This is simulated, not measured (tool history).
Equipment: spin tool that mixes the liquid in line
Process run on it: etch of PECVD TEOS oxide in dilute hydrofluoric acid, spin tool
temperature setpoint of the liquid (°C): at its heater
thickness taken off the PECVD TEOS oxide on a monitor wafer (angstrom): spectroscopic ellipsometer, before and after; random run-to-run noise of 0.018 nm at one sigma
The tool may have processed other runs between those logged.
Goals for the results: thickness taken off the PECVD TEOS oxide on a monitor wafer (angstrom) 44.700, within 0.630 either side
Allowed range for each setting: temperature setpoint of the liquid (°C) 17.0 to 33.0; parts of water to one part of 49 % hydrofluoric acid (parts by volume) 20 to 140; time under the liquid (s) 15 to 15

run  hour  temperature setpoint of the liquid (°C)  parts of water to one part of 49 % hydrofluoric acid (parts by volume)  time under the liquid (s)  thickness taken off the PECVD TEOS oxide on a monitor wafer (angstrom)
  1   0.0                                     25.0                                                                      75                         15                                                                  20.113
  2   0.8                                     26.0                                                                      70                         15                                                                  22.617
  3   8.9                                     26.0                                                                      80                         15                                                                  19.539
  4  15.6                                     26.0                                                                      80                         15                                                                  19.551
  5  16.6                                     23.5                                                                      80                         15                                                                  17.615
  6  24.5                                     23.5                                                                     110                         15                                                                  12.373
  7  30.6                                     27.5                                                                      80                         15                                                                  20.909
  8  31.4                                     27.5                                                                      80                         15                                                                  20.545
  9  35.4                                     31.5                                                                      50                         15                                                                  40.572
 10  39.2                                     33.0                                                                      50                         15                                                                  42.985
 11  42.6                                     33.0                                                                      45                         15                                                                  48.370
 12  48.1                                     30.5                                                                      45                         15                                                                  43.662

Pick the move, out of 4, that brings all results within their allowed miss; only one does.
  A  53.6                                     27.5                                                                      40                         15                                                                       ?
  B  53.6                                     30.0                                                                      45                         15                                                                       ?
  C  53.6                                     33.0                                                                      50                         15                                                                       ?
  D  53.6                                     28.0                                                                      40                         15                                                                       ?

move  thickness taken off the PECVD TEOS oxide on a monitor wafer (angstrom)
   A                                                                  43.781
   B                                                                  42.676
   C                                                                  42.815
   D                                                                  44.672
A: gains on the last run, yet a result remains outside its allowed miss
B: its largest miss is bigger than the last run's
C: its largest miss is bigger than the last run's
D: in spec on every target
Correct choice: D, which meets every target
